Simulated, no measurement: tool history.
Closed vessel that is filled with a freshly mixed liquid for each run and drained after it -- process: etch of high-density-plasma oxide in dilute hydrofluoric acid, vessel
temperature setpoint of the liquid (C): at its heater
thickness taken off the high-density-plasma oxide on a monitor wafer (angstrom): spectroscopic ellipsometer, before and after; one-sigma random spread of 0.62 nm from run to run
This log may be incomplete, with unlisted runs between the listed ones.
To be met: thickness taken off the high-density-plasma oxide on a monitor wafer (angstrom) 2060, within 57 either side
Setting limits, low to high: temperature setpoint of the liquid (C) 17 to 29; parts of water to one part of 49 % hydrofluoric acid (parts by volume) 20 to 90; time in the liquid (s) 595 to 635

run  hour  temperature setpoint of the liquid (C)  parts of water to one part of 49 % hydrofluoric acid (parts by volume)  time in the liquid (s)  thickness taken off the high-density-plasma oxide on a monitor wafer (angstrom)
  1     0                                      21                                                                      50                     595                                                                           827.83
  2   0.6                                      21                                                                      50                     635                                                                           886.79
  3   7.9                                      21                                                                      50                     595                                                                           831.47
  4  12.7                                    22.5                                                                      45                     595                                                                              988
  5  18.7                                      19                                                                      45                     595                                                                           852.41
  6  27.6                                      19                                                                      45                     635                                                                           913.28
  7  34.9                                    20.5                                                                      40                     635                                                                           1090.6
  8  37.9                                      22                                                                      40                     635                                                                           1160.5
  9    40                                      26                                                                      25                     635                                                                           2246.6
 10  45.7                                      25                                                                      25                     635                                                                           2167.8
 11  54.7                                    24.5                                                                      25                     635                                                                           2117.4

4 candidate next runs follow, results not yet known. Just one meets every target within its allowed miss. Identify it.
  A  63.7                                    26.5                                                                      25                     615                                                                                ?
  B  63.7                                    21.5                                                                      20                     615                                                                                ?
  C  63.7                                    25.5                                                                      25                     635                                                                                ?
  D  63.7                                    25.5                                                                      25                     595                                                                                ?

move  thickness taken off the high-density-plasma oxide on a monitor wafer (angstrom)
   A                                                                           2224.5
   B                                                                           2267.8
   C                                                                           2203.6
   D                                                                           2064.8
A: its largest miss is bigger than the last run's
B: its largest miss is bigger than the last run's
C: its largest miss is bigger than the last run's
D: meets every target
The right move is D.
